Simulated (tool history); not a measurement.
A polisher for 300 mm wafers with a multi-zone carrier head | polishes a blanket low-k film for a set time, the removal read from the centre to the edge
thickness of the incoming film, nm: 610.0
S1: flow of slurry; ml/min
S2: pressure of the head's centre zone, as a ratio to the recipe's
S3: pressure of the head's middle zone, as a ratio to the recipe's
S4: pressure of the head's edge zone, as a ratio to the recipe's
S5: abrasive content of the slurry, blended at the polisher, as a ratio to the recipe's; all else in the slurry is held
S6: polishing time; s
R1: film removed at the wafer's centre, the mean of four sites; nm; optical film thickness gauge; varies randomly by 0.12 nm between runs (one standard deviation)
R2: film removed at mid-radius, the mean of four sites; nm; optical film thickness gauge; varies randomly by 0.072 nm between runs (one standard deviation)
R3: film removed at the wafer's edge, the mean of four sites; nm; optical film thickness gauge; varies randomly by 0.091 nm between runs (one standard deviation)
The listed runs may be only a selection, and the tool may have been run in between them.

run,hour,S1,S2,S3,S4,S5,S6,R1,R2,R3
1,0.0,210,1.00,1.00,1.00,1.0,66,14.835,15.532,16.917
2,1.4,210,1.00,1.00,1.00,1.0,82,18.560,19.655,20.562
3,9.7,185,1.00,1.00,1.00,1.0,82,18.738,19.147,20.240
4,15.8,185,1.00,1.00,1.00,1.0,97,22.169,22.451,23.855
5,22.4,185,1.00,1.00,1.00,1.0,103,22.774,23.612,25.889
6,30.4,185,1.00,1.00,1.00,0.9,103,21.653,22.643,24.080

What will run 7 give?
7,38.0,180,0.97,1.00,0.97,0.8,92,?,?,?

R1: 17.858 nm
R2: 18.995 nm
R3: 19.539 nm

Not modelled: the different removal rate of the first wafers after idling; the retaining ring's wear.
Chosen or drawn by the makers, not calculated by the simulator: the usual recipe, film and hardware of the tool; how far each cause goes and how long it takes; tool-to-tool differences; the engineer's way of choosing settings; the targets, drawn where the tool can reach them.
